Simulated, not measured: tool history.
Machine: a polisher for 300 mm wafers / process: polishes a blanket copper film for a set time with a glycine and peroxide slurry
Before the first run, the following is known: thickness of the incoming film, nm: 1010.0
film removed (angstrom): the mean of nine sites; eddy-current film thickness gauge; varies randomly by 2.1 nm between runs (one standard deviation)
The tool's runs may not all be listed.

run,hour,flow of slurry (ml/min),pressure of the wafer on the pad (kPa),speed of the pad under the wafer (cm/s),polishing time (s),film removed (angstrom)
1,0,225,23.4,82,50,3074.2
2,7.5,225,20,82,50,2756.1
3,8.1,175,20,82,50,2626.6
4,13.4,135,20,82,50,2458
5,18.3,135,20,82,50,2479
6,27.1,135,17.9,82,50,2306.2
7,30.9,135,16.5,82,50,2205.5
8,36,135,15.2,82,50,2053.8
9,42.4,135,14.5,82,50,1973

Expected results for the next run?
# hour 43.5: head pressure recalibrated
10,43.5,135,13.8,82,50,?

film removed (angstrom): 1782.7
